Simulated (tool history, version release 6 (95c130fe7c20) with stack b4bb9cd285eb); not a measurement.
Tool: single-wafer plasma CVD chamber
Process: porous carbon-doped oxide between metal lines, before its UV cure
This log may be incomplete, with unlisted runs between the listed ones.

| run | day | heater temperature setpoint (deg C) | RF power (kW) | deposition time (s) | mean film thickness on the monitor wafer (Å) |
|---|---|---|---|---|---|
| 1 | 0.000 | 325 | 0.485 | 33.8 | 1529.3 |
| 2 | 0.117 | 332 | 0.485 | 33.8 | 1474.9 |
| 3 | 0.204 | 335 | 0.470 | 33.7 | 1413.8 |
| 4 | 0.500 | 335 | 0.470 | 33.8 | 1421.0 |
| 5 | 0.662 | 335 | 0.420 | 33.8 | 1314.4 |
| 6 | 0.938 | 335 | 0.420 | 33.8 | 1318.8 |

Expected results for the next run?
| 7 | 1.142 | 337 | 0.420 | 33.8 | ? |

mean film thickness on the monitor wafer (Å): 1309.7

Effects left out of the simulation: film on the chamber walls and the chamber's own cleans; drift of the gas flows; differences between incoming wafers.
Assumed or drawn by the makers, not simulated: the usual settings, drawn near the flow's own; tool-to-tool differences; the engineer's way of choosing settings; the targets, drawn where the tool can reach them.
